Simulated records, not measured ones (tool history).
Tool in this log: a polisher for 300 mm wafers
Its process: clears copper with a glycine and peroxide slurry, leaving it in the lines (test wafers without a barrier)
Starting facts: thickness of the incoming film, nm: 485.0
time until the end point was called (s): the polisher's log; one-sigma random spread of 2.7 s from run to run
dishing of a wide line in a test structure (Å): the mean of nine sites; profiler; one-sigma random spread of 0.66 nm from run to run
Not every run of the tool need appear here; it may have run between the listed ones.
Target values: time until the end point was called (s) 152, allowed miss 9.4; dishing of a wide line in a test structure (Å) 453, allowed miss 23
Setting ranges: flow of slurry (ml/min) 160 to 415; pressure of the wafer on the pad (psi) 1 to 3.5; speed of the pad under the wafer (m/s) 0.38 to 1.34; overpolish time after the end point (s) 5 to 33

run  hour  flow of slurry (ml/min)  pressure of the wafer on the pad (psi)  speed of the pad under the wafer (m/s)  overpolish time after the end point (s)  time until the end point was called (s)  dishing of a wide line in a test structure (Å)
  1     0                      265                                     2.2                                    0.86                                       17                                   93.455                                          461.88
  2   7.8                      265                                     2.2                                    0.86                                       23                                   92.393                                          542.65
  3    15                      265                                     2.7                                    0.86                                       23                                   79.974                                           607.7
  4  20.4                      265                                     3.2                                    0.86                                       23                                   72.695                                          643.55
  5  22.2                      265                                       3                                    0.82                                       23                                   82.225                                          614.22
  6  28.6                      265                                     2.8                                     0.8                                       23                                   84.832                                          605.55
  7  36.8                      265                                     2.6                                    0.78                                       23                                   87.676                                          566.69
  8  39.7                      260                                     2.4                                    0.74                                       24                                   96.953                                          555.96
  9  44.7                      260                                     2.3                                    0.72                                       24                                    100.7                                          549.65
 10  51.7                      260                                     2.2                                     0.7                                       24                                   103.81                                          538.67
 11  54.5                      260                                     2.1                                    0.68                                       24                                   113.01                                          512.42
 12  61.8                      260                                     1.5                                    0.64                                       26                                   135.24                                          477.82

Next run, 5 choices. One meets every target within its allowed miss, the rest don't. Which?
  A  69.1                      190                                     1.3                                     0.6                                       28                                        ?                                               ?
  B  69.1                      235                                     1.6                                    0.72                                       22                                        ?                                               ?
  C  69.1                      345                                     2.2                                    0.72                                       22                                        ?                                               ?
  D  69.1                      265                                     1.2                                    0.82                                       26                                        ?                                               ?
  E  69.1                      190                                     1.7                                    0.38                                       30                                        ?                                               ?

move  time until the end point was called (s)  dishing of a wide line in a test structure (Å)
   A                                   149.74                                          455.56
   B                                   121.08                                          440.09
   C                                   99.398                                          508.52
   D                                   126.55                                          478.83
   E                                   166.21                                          453.91
A: meets every target
B: its largest miss is bigger than the last run's
C: its largest miss is bigger than the last run's
D: its largest miss is bigger than the last run's
E: moves the result that the last run missed by most past its target, out the other side
Go with A: it meets all targets.
